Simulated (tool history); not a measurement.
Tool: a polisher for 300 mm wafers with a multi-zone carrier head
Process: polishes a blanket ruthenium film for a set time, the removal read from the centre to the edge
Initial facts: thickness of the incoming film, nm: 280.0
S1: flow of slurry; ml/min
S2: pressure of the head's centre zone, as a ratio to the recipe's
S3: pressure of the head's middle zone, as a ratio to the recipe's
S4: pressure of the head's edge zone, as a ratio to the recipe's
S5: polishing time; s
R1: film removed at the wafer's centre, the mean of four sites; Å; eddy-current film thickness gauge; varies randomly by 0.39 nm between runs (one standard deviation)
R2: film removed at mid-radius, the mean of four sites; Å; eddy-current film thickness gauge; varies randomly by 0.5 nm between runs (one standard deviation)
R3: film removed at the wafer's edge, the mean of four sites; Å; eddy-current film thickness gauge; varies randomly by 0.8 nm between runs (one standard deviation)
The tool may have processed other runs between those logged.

run    day   S1    S2    S3    S4  S5      R1      R2      R3
  1      0  315     1     1     1  74  900.79  915.01  893.63
  2  0.196  315  1.04     1     1  74  938.85  902.47   890.8
  3  0.454  315  1.04  0.97     1  74  932.63  890.96     899
  4  0.617  315  0.97  0.97     1  74  882.15   891.7  905.86
  5  0.946  310  0.96  0.95  0.98  69  806.85   815.5  852.91
  6  1.133  310  0.96  0.99  0.98  69  811.01  830.72  840.58
  7  1.288  295  0.96  0.89  0.88  48  560.21  531.09  549.35
  8  1.429  365  0.96  0.94  0.97  47  558.62  561.62  574.66
  9  1.804  365  0.97  0.94  0.98  47  566.89  555.89  575.13

Run 10 has not been measured yet. What should we expect?
 10  2.1  365  0.97  0.94  0.99  47   ?   ?   ?

Run 10 came out at R1 561.67 Å, R2 552.55 Å, R3 562.03 Å.
